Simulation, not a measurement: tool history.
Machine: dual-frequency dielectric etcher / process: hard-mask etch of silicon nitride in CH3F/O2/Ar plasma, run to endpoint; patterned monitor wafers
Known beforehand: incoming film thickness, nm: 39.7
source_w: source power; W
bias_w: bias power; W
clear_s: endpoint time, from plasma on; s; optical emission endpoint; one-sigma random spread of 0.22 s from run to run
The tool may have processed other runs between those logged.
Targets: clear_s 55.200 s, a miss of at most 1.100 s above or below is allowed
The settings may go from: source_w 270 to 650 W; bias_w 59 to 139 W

{"run": 1, "hour": 0.0, "source_w": 460, "bias_w": 99, "clear_s": 44.758}
{"run": 2, "hour": 5.1, "source_w": 530, "bias_w": 99, "clear_s": 42.199}
{"run": 3, "hour": 12.1, "source_w": 530, "bias_w": 109, "clear_s": 40.87}
{"run": 4, "hour": 16.6, "source_w": 530, "bias_w": 92, "clear_s": 43.552}
{"run": 5, "hour": 19.3, "source_w": 530, "bias_w": 77, "clear_s": 46.354}
{"run": 6, "hour": 22.5, "source_w": 450, "bias_w": 77, "clear_s": 49.711}
{"run": 7, "hour": 30.4, "source_w": 420, "bias_w": 76, "clear_s": 50.757}
{"run": 8, "hour": 34.8, "source_w": 320, "bias_w": 70, "clear_s": 58.43}
{"run": 9, "hour": 39.4, "source_w": 340, "bias_w": 70, "clear_s": 56.357}

Exactly one of the 5 candidate moves below puts every result within its allowed miss. Which one?
{"run": "A", "hour": 44.0, "source_w": 400, "bias_w": 64, "clear_s": "?"}
{"run": "B", "hour": 44.0, "source_w": 340, "bias_w": 66, "clear_s": "?"}
{"run": "C", "hour": 44.0, "source_w": 300, "bias_w": 72, "clear_s": "?"}
{"run": "D", "hour": 44.0, "source_w": 320, "bias_w": 70, "clear_s": "?"}
{"run": "E", "hour": 44.0, "source_w": 330, "bias_w": 69, "clear_s": "?"}

move=A clear_s=55.350
move=B clear_s=58.212
move=C clear_s=59.105
move=D clear_s=58.298
move=E clear_s=57.933
A: each result inside its tolerance
B: moves away from the targets compared with the last run
C: moves away from the targets compared with the last run
D: moves away from the targets compared with the last run
E: moves away from the targets compared with the last run
A is the move that brings every result within its allowed miss.
